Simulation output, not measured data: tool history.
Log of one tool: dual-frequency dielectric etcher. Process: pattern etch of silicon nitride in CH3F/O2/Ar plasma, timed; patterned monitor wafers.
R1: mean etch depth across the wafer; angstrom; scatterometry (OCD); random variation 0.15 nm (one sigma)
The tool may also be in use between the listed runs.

Run 1, hour 0: source power (W) 310, bias power (W) 58, etch time (s) 34.5. Result: R1 197.79 angstrom.
Run 2, hour 1.8: source power (W) 310, bias power (W) 61, etch time (s) 34.5. Result: R1 201.65 angstrom.
Run 3, hour 7: source power (W) 270, bias power (W) 61, etch time (s) 34.5. Result: R1 191.92 angstrom.
Run 4, hour 9.4: source power (W) 310, bias power (W) 61, etch time (s) 34.5. Result: R1 200.69 angstrom.
Run 5, hour 12.5: source power (W) 310, bias power (W) 61, etch time (s) 31.5. Result: R1 185.86 angstrom.
Run 6, hour 15.8: source power (W) 330, bias power (W) 64, etch time (s) 32. Result: R1 195.11 angstrom.
Run 7, hour 24.6: source power (W) 350, bias power (W) 66, etch time (s) 32.5. Result: R1 204.63 angstrom.
Run 8, hour 33.4: source power (W) 350, bias power (W) 66, etch time (s) 32.5. Result: R1 201.8 angstrom.

Forecast run 9:
Run 9, hour 41.9: source power (W) 360, bias power (W) 68, etch time (s) 33. Result: R1 ?.

{"run 9": {"R1": 210.33}}
